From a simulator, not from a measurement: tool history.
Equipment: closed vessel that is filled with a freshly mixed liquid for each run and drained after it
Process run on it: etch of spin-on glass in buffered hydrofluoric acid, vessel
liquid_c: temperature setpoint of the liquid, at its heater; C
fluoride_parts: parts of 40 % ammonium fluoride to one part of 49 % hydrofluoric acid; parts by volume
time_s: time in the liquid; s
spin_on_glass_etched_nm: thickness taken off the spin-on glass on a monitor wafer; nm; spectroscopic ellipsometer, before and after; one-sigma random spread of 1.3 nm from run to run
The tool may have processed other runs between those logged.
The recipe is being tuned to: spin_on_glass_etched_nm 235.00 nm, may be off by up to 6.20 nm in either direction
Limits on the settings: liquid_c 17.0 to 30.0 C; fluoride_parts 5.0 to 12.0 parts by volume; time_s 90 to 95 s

{"run": 1, "day": 0.0, "liquid_c": 22.0, "fluoride_parts": 7.0, "time_s": 90, "spin_on_glass_etched_nm": 358.27}
{"run": 2, "day": 0.154, "liquid_c": 21.0, "fluoride_parts": 7.0, "time_s": 90, "spin_on_glass_etched_nm": 339.21}
{"run": 3, "day": 0.433, "liquid_c": 18.0, "fluoride_parts": 7.0, "time_s": 90, "spin_on_glass_etched_nm": 286.3}
{"run": 4, "day": 0.738, "liquid_c": 17.0, "fluoride_parts": 7.0, "time_s": 90, "spin_on_glass_etched_nm": 268.86}
{"run": 5, "day": 0.838, "liquid_c": 19.0, "fluoride_parts": 7.0, "time_s": 90, "spin_on_glass_etched_nm": 303.71}
{"run": 6, "day": 0.962, "liquid_c": 18.5, "fluoride_parts": 7.0, "time_s": 90, "spin_on_glass_etched_nm": 292.51}
{"run": 7, "day": 1.15, "liquid_c": 18.0, "fluoride_parts": 7.0, "time_s": 90, "spin_on_glass_etched_nm": 287.39}
{"run": 8, "day": 1.396, "liquid_c": 17.5, "fluoride_parts": 7.5, "time_s": 90, "spin_on_glass_etched_nm": 260.84}

Which of these 4 next moves meets every target?
{"run": "A", "day": 1.642, "liquid_c": 17.0, "fluoride_parts": 8.0, "time_s": 95, "spin_on_glass_etched_nm": "?"}
{"run": "B", "day": 1.642, "liquid_c": 17.0, "fluoride_parts": 9.0, "time_s": 95, "spin_on_glass_etched_nm": "?"}
{"run": "C", "day": 1.642, "liquid_c": 17.0, "fluoride_parts": 8.0, "time_s": 90, "spin_on_glass_etched_nm": "?"}
{"run": "D", "day": 1.642, "liquid_c": 18.0, "fluoride_parts": 9.5, "time_s": 95, "spin_on_glass_etched_nm": "?"}

move=A spin_on_glass_etched_nm=248.25
move=B spin_on_glass_etched_nm=218.45
move=C spin_on_glass_etched_nm=235.19
move=D spin_on_glass_etched_nm=223.51
A: an improvement on the last run, though not all results are within tolerance
B: takes the biggest miss from the last run beyond its target
C: meets every target
D: takes the biggest miss from the last run beyond its target
Answer: C

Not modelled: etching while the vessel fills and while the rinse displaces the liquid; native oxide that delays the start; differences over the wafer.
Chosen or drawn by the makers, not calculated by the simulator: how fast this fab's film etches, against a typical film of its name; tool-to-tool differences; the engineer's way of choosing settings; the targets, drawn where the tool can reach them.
